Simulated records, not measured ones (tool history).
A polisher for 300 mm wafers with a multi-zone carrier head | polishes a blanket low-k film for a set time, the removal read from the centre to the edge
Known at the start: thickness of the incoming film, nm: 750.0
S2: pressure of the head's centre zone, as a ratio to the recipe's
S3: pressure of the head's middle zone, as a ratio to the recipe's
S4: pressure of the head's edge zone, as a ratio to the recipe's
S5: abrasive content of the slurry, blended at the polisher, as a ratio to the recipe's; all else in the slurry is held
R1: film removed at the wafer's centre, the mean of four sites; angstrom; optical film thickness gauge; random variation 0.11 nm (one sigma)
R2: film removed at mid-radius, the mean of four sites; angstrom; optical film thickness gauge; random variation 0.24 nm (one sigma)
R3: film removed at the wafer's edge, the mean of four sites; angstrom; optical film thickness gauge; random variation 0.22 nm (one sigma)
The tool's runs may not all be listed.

{"run": 1, "hour": 0.0, "flow of slurry (ml/min)": 315, "S2": 1, "S3": 1, "S4": 1, "S5": 1, "polishing time (s)": 70, "R1": 399.14, "R2": 391.74, "R3": 393.12}
{"run": 2, "hour": 3.4, "flow of slurry (ml/min)": 315, "S2": 1, "S3": 1, "S4": 0.93, "S5": 1, "polishing time (s)": 70, "R1": 398.27, "R2": 395.85, "R3": 378.34}
{"run": 3, "hour": 11.6, "flow of slurry (ml/min)": 315, "S2": 1, "S3": 1, "S4": 0.85, "S5": 1, "polishing time (s)": 70, "R1": 402.34, "R2": 400.18, "R3": 361.08}
{"run": 4, "hour": 14.8, "flow of slurry (ml/min)": 315, "S2": 1, "S3": 1, "S4": 0.85, "S5": 1, "polishing time (s)": 57, "R1": 326.15, "R2": 322.01, "R3": 302.57}
{"run": 5, "hour": 15.7, "flow of slurry (ml/min)": 305, "S2": 0.96, "S3": 1.02, "S4": 0.84, "S5": 0.85, "polishing time (s)": 54, "R1": 271.78, "R2": 283.06, "R3": 257.93}
{"run": 6, "hour": 17.8, "flow of slurry (ml/min)": 290, "S2": 0.92, "S3": 1.03, "S4": 0.84, "S5": 0.75, "polishing time (s)": 54, "R1": 239.08, "R2": 264.27, "R3": 230.54}
{"run": 7, "hour": 26.3, "flow of slurry (ml/min)": 275, "S2": 0.89, "S3": 1.03, "S4": 0.86, "S5": 0.7, "polishing time (s)": 54, "R1": 217.98, "R2": 252.8, "R3": 222.44}
{"run": 8, "hour": 31.9, "flow of slurry (ml/min)": 260, "S2": 0.87, "S3": 1.02, "S4": 0.85, "S5": 0.7, "polishing time (s)": 54, "R1": 213.16, "R2": 249.21, "R3": 220.97}
{"run": 9, "hour": 38.3, "flow of slurry (ml/min)": 240, "S2": 0.81, "S3": 1.02, "S4": 0.83, "S5": 0.5, "polishing time (s)": 54, "R1": 150.64, "R2": 187.65, "R3": 167}
{"run": 10, "hour": 42.8, "flow of slurry (ml/min)": 280, "S2": 0.82, "S3": 1.03, "S4": 0.86, "S5": 0.5, "polishing time (s)": 53, "R1": 150, "R2": 184.65, "R3": 168.65}
{"run": 11, "hour": 46.0, "flow of slurry (ml/min)": 285, "S2": 0.91, "S3": 1.13, "S4": 0.96, "S5": 0.75, "polishing time (s)": 54, "R1": 235.41, "R2": 287.92, "R3": 243.28}
{"run": 12, "hour": 53.2, "flow of slurry (ml/min)": 260, "S2": 0.81, "S3": 1.03, "S4": 0.86, "S5": 0.8, "polishing time (s)": 54, "R1": 219.41, "R2": 270.8, "R3": 245.18}
{"run": 13, "hour": 55.7, "flow of slurry (ml/min)": 240, "S2": 0.81, "S3": 1.04, "S4": 0.82, "S5": 0.55, "polishing time (s)": 51, "R1": 153.19, "R2": 193.16, "R3": 170.81}
{"run": 14, "hour": 58.3, "flow of slurry (ml/min)": 240, "S2": 0.83, "S3": 1.06, "S4": 0.88, "S5": 0.55, "polishing time (s)": 51, "R1": 157.84, "R2": 198.95, "R3": 175.49}

Forecast run 15:
{"run": 15, "hour": 59.6, "flow of slurry (ml/min)": 240, "S2": 0.85, "S3": 1.08, "S4": 0.93, "S5": 0.55, "polishing time (s)": 51, "R1": "?", "R2": "?", "R3": "?"}

Run 15 gave R1 162.09 angstrom, R2 201.92 angstrom, R3 179.13 angstrom.

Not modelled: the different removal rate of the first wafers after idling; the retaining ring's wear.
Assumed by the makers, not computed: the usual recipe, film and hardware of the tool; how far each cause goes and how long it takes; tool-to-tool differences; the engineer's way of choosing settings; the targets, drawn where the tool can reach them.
